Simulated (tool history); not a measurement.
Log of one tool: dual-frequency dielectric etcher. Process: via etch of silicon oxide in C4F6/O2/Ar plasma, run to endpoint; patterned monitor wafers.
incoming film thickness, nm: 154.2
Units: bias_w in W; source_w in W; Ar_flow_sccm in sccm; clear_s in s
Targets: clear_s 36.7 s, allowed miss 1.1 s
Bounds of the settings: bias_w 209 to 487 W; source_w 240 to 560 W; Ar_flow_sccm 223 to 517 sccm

| run | day | bias_w | source_w | Ar_flow_sccm | clear_s |
|---|---|---|---|---|---|
| 1 | 0 | 348 | 400 | 370 | 42.42 |
| 2 | 0.221 | 370 | 410 | 367 | 41.861 |
| 3 | 0.475 | 370 | 410 | 420 | 41.855 |
| 4 | 0.517 | 313 | 410 | 420 | 44.583 |
| 5 | 0.708 | 283 | 410 | 420 | 44.675 |
| 6 | 0.988 | 306 | 440 | 411 | 43.346 |
| 7 | 1.292 | 306 | 440 | 411 | 43.354 |
| 8 | 1.446 | 333 | 460 | 404 | 41.629 |

5 next moves are on the table. One of them brings every result within its allowed miss. Which?
| A | 1.6 | 478 | 560 | 375 | ? |
| B | 1.6 | 474 | 560 | 354 | ? |
| C | 1.6 | 472 | 560 | 356 | ? |
| D | 1.6 | 450 | 530 | 422 | ? |
| E | 1.6 | 384 | 480 | 417 | ? |

| move | clear_s |
|---|---|
| A | 34.742 |
| B | 34.515 |
| C | 34.592 |
| D | 36.67 |
| E | 39.59 |
A: takes the result that was furthest off past its target
B: takes the result that was furthest off past its target
C: takes the result that was furthest off past its target
D: meets every target
E: nearer than the last run, and not there yet
The right move is D.
